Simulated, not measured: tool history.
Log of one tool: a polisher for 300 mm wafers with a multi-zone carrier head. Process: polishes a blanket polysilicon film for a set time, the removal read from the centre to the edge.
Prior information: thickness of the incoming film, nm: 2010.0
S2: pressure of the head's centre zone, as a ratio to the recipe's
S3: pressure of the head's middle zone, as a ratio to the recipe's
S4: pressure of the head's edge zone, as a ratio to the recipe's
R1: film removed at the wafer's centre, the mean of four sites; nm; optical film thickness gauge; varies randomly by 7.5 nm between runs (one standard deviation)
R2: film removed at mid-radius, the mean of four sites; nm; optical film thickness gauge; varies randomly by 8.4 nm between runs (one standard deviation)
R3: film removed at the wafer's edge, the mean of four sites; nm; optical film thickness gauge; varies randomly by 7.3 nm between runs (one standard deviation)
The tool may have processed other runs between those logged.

{"run": 1, "hour": 0.0, "flow of slurry (ml/min)": 160, "S2": 1, "S3": 1, "S4": 1, "polishing time (s)": 71, "R1": 802.19, "R2": 854.96, "R3": 856.87}
{"run": 2, "hour": 8.9, "flow of slurry (ml/min)": 160, "S2": 1, "S3": 1, "S4": 1, "polishing time (s)": 77, "R1": 881.32, "R2": 913.02, "R3": 953.57}
{"run": 3, "hour": 12.5, "flow of slurry (ml/min)": 160, "S2": 0.99, "S3": 0.99, "S4": 0.99, "polishing time (s)": 74, "R1": 847.57, "R2": 884.01, "R3": 882.56}
{"run": 4, "hour": 20.6, "flow of slurry (ml/min)": 155, "S2": 0.98, "S3": 0.98, "S4": 0.99, "polishing time (s)": 72, "R1": 812.95, "R2": 826.75, "R3": 867.58}
{"run": 5, "hour": 28.2, "flow of slurry (ml/min)": 155, "S2": 0.98, "S3": 0.98, "S4": 1.04, "polishing time (s)": 72, "R1": 814.87, "R2": 836.48, "R3": 893.24}
{"run": 6, "hour": 31.0, "flow of slurry (ml/min)": 155, "S2": 0.98, "S3": 0.89, "S4": 1.04, "polishing time (s)": 72, "R1": 804.95, "R2": 771.22, "R3": 891.72}
{"run": 7, "hour": 36.9, "flow of slurry (ml/min)": 145, "S2": 0.89, "S3": 0.99, "S4": 0.94, "polishing time (s)": 52, "R1": 530.45, "R2": 591.65, "R3": 609.6}

The next listed run, before its measurement:
{"run": 8, "hour": 41.7, "flow of slurry (ml/min)": 150, "S2": 0.9, "S3": 1, "S4": 0.94, "polishing time (s)": 52, "R1": "?", "R2": "?", "R3": "?"}

{"run 8": {"R1": 539.44, "R2": 613.77, "R3": 604.5}}
